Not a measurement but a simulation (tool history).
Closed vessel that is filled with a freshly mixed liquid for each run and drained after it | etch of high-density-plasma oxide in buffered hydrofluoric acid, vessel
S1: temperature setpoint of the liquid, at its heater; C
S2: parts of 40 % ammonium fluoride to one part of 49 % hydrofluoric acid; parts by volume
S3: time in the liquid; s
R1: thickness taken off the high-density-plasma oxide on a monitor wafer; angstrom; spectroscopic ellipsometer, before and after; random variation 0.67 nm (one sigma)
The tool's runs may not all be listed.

| run | hour | S1 | S2 | S3 | R1 |
|---|---|---|---|---|---|
| 1 | 0.0 | 22.0 | 19.5 | 145 | 725.31 |
| 2 | 7.1 | 23.5 | 19.5 | 145 | 793.68 |
| 3 | 10.0 | 27.0 | 19.5 | 145 | 954.14 |
| 4 | 14.7 | 29.5 | 19.5 | 145 | 1092.10 |
| 5 | 17.7 | 29.5 | 14.0 | 145 | 1513.70 |
| 6 | 20.0 | 29.5 | 9.0 | 145 | 2238.10 |
| 7 | 21.3 | 27.0 | 10.0 | 145 | 1840.60 |
| 8 | 26.1 | 25.0 | 11.0 | 145 | 1511.80 |
| 9 | 27.9 | 23.5 | 11.5 | 145 | 1339.60 |
| 10 | 31.6 | 19.5 | 12.5 | 145 | 990.69 |

The next listed run, before its measurement:
| 11 | 34.9 | 19.0 | 12.5 | 145 | ? |

Run 11 gave R1 962.75 angstrom.

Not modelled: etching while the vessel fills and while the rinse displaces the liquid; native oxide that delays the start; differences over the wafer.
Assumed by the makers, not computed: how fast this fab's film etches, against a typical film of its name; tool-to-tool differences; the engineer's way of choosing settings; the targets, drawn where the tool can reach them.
